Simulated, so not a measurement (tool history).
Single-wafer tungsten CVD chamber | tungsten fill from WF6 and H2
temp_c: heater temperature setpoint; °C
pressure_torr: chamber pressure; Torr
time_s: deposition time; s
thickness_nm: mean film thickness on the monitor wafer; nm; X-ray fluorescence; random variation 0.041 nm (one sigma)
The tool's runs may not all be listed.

run	hour	temp_c	pressure_torr	time_s	thickness_nm
1	0	375	36.9	15.1	28.226
2	6.3	375	36.9	15.6	29.186
3	11.1	385	36.9	15.6	36.827
4	18.5	385	32.3	15.6	34.172
5	21.9	380	31.7	15.6	30.226
6	29.1	372	31.7	15.6	25.096
7	30.4	369	31.5	15.6	23.453
8	38.1	366	31.3	15.6	21.473
9	43.2	364	31.2	15.6	20.583
10	44.6	362	31.1	15.6	19.517
11	51.6	360	31.1	15.6	18.579
12	57.8	359	31.1	15.6	18.083

Forecast run 13:
13	59.8	358	31.1	15.6	?

thickness_nm: 17.636 nm

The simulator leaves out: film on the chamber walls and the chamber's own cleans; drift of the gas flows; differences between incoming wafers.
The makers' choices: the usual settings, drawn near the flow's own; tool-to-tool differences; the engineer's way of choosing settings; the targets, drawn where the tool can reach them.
